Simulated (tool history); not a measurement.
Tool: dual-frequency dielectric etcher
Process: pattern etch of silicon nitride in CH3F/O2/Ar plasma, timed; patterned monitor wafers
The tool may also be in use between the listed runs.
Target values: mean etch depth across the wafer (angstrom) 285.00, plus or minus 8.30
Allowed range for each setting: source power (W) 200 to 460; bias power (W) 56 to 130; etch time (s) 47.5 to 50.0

run,hour,source power (W),bias power (W),etch time (s),mean etch depth across the wafer (angstrom)
1,0.0,330,93,47.5,334.92
2,8.2,330,101,47.5,342.16
3,16.8,330,101,50.0,361.64
4,18.7,310,96,49.5,338.60
5,27.7,310,96,50.0,340.78
6,33.0,260,96,50.0,305.14
7,39.4,260,96,50.0,303.83
8,45.5,250,95,50.0,297.57

Exercise: of the 5 proposed moves below, exactly one satisfies all targets within the stated allowed misses. Which move is it?
A,51.6,270,92,49.5,?
B,51.6,230,100,50.0,?
C,51.6,290,73,50.0,?
D,51.6,260,98,49.0,?
E,51.6,250,83,47.5,?

move,mean etch depth across the wafer (angstrom)
A,302.67
B,281.47
C,297.37
D,298.48
E,266.79
A: lands further from the targets than the last run did
B: in spec on every target
C: no better and no worse than the last run
D: lands further from the targets than the last run did
E: moves the result that the last run missed by most past its target, out the other side
Answer: B
